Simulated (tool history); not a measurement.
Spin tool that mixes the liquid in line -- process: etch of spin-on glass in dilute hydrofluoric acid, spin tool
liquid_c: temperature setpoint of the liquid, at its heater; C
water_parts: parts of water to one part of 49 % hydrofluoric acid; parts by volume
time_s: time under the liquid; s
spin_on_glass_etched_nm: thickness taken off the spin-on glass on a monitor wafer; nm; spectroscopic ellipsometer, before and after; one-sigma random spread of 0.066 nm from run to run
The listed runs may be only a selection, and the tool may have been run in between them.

Run 1, hour 0.0: liquid_c 21.0 C, water_parts 280 parts by volume, time_s 125 s. Result: spin_on_glass_etched_nm 11.197 nm.
Run 2, hour 3.5: liquid_c 21.0 C, water_parts 210 parts by volume, time_s 125 s. Result: spin_on_glass_etched_nm 15.951 nm.
Run 3, hour 8.0: liquid_c 17.5 C, water_parts 210 parts by volume, time_s 125 s. Result: spin_on_glass_etched_nm 14.000 nm.
Run 4, hour 12.5: liquid_c 19.5 C, water_parts 210 parts by volume, time_s 125 s. Result: spin_on_glass_etched_nm 14.774 nm.
Run 5, hour 18.8: liquid_c 17.0 C, water_parts 210 parts by volume, time_s 125 s. Result: spin_on_glass_etched_nm 13.673 nm.
Run 6, hour 25.9: liquid_c 17.0 C, water_parts 210 parts by volume, time_s 135 s. Result: spin_on_glass_etched_nm 14.745 nm.

Expected results for the next run?
Run 7, hour 26.4: liquid_c 17.0 C, water_parts 260 parts by volume, time_s 135 s. Result: spin_on_glass_etched_nm ?.

For run 7 the tool returned spin_on_glass_etched_nm 11.523 nm.
